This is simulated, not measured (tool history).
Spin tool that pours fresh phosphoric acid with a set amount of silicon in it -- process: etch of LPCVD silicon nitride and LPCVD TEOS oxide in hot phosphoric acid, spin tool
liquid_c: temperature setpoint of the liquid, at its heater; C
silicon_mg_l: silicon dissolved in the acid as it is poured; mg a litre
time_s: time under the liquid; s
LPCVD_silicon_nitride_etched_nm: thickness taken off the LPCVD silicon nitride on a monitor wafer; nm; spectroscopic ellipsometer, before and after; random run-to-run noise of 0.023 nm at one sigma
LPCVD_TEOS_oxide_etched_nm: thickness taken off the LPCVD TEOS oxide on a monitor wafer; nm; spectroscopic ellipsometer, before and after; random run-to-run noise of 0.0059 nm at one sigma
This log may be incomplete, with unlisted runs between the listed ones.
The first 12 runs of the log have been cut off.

run	day	liquid_c	silicon_mg_l	time_s	LPCVD_silicon_nitride_etched_nm	LPCVD_TEOS_oxide_etched_nm
13	2.083	161	5	95	9.4767	0.30567
14	2.204	158.5	12	15	1.3695	0.038556
15	2.438	159.5	8	25	2.3683	0.074729
16	2.562	161	7	30	2.9951	0.10002
17	2.654	162.5	8	30	3.1446	0.10626
18	2.788	163.5	11.5	35	3.803	0.1209
19	3.054	164	13.5	35	3.8644	0.13038
20	3.317	163	20.5	70	7.5165	0.19226
21	3.475	161	16	70	7.0195	0.19429
22	3.583	159.5	13	70	6.6388	0.18914
23	3.658	158.5	10	70	6.424	0.18725
24	3.867	160	8.5	70	6.8143	0.2121
25	4.192	159	7	65	6.1501	0.18382

For run 26, what comes out?
26	4.458	159.5	8.5	60	?	?

{"run 26": {"LPCVD_silicon_nitride_etched_nm": 5.7161, "LPCVD_TEOS_oxide_etched_nm": 0.17317}}
